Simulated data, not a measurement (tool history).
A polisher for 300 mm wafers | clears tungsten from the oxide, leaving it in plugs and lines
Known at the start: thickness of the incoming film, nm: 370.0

run    day  flow of slurry (ml/min)  pressure of the wafer on the pad (psi)  speed of the pad under the wafer (m/s)  abrasive content of the slurry  overpolish time after the end point (s)  time until the end point was called (s)
  1  0.000                      315                                     4.2                                    1.00                             1.0                                       21                                   85.155
  2  0.371                      315                                     4.7                                    1.00                             1.0                                       21                                   75.196
  3  0.525                      315                                     5.1                                    1.00                             1.0                                       21                                   70.287
  4  0.817                      315                                     5.4                                    1.02                             1.0                                       21                                   64.764
  5  0.900                      315                                     5.7                                    1.04                             1.0                                       21                                   59.101
  6  1.008                      315                                     5.7                                    1.14                             1.0                                       21                                   54.440

Forecast run 7:
  7  1.296                      315                                     5.8                                    1.14                             1.0                                       21                                        ?

time until the end point was called (s): 54.003
